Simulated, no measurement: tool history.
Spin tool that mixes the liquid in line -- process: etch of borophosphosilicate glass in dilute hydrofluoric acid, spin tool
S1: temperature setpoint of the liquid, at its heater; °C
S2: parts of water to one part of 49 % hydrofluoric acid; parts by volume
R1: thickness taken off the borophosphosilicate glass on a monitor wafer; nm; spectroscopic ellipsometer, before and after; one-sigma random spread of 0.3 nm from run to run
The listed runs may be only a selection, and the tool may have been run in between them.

Run 1, hour 0.0: S1 25 °C, S2 60 parts by volume, time under the liquid (s) 15. Result: R1 22.680 nm.
Run 2, hour 5.9: S1 26 °C, S2 55 parts by volume, time under the liquid (s) 15. Result: R1 26.102 nm.
Run 3, hour 11.4: S1 26 °C, S2 55 parts by volume, time under the liquid (s) 15. Result: R1 25.846 nm.
Run 4, hour 12.2: S1 26 °C, S2 55 parts by volume, time under the liquid (s) 15. Result: R1 26.069 nm.
Run 5, hour 15.0: S1 27 °C, S2 55 parts by volume, time under the liquid (s) 15. Result: R1 27.257 nm.
Run 6, hour 23.3: S1 27 °C, S2 50 parts by volume, time under the liquid (s) 15. Result: R1 29.554 nm.

The next listed run, before its measurement:
Run 7, hour 23.8: S1 28 °C, S2 50 parts by volume, time under the liquid (s) 15. Result: R1 ?.

Run 7 came out at R1 30.903 nm.
